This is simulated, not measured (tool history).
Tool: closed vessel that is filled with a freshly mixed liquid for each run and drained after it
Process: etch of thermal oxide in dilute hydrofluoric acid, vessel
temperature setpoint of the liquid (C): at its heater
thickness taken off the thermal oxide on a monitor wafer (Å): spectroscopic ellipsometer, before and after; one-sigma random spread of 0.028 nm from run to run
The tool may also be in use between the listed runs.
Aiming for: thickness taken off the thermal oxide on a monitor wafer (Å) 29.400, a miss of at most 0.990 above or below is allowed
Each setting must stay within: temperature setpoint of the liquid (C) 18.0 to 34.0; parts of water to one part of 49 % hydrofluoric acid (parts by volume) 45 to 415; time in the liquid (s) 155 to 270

| run | hour | temperature setpoint of the liquid (C) | parts of water to one part of 49 % hydrofluoric acid (parts by volume) | time in the liquid (s) | thickness taken off the thermal oxide on a monitor wafer (Å) |
|---|---|---|---|---|---|
| 1 | 0.0 | 26.0 | 230 | 270 | 51.489 |
| 2 | 9.1 | 26.0 | 180 | 270 | 71.083 |
| 3 | 10.4 | 24.5 | 180 | 270 | 65.349 |
| 4 | 16.7 | 24.5 | 180 | 155 | 37.958 |
| 5 | 18.4 | 21.0 | 180 | 155 | 33.063 |
| 6 | 20.3 | 21.0 | 125 | 155 | 51.552 |
| 7 | 25.9 | 20.5 | 135 | 155 | 45.448 |
| 8 | 31.0 | 20.0 | 145 | 155 | 41.607 |
| 9 | 32.6 | 19.5 | 150 | 155 | 38.904 |
| 10 | 42.2 | 19.0 | 155 | 155 | 35.857 |
| 11 | 48.5 | 19.0 | 160 | 155 | 34.849 |

Pick the move, out of 4, that brings all results within their allowed miss; only one does.
| A | 54.8 | 20.5 | 180 | 155 | ? |
| B | 54.8 | 18.0 | 180 | 155 | ? |
| C | 54.8 | 18.0 | 165 | 155 | ? |
| D | 54.8 | 18.0 | 170 | 155 | ? |

| move | thickness taken off the thermal oxide on a monitor wafer (Å) |
|---|---|
| A | 32.278 |
| B | 29.251 |
| C | 32.376 |
| D | 31.271 |
A: gains on the last run, yet a result remains outside its allowed miss
B: meets every target
C: gains on the last run, yet a result remains outside its allowed miss
D: gains on the last run, yet a result remains outside its allowed miss
B meets every target.

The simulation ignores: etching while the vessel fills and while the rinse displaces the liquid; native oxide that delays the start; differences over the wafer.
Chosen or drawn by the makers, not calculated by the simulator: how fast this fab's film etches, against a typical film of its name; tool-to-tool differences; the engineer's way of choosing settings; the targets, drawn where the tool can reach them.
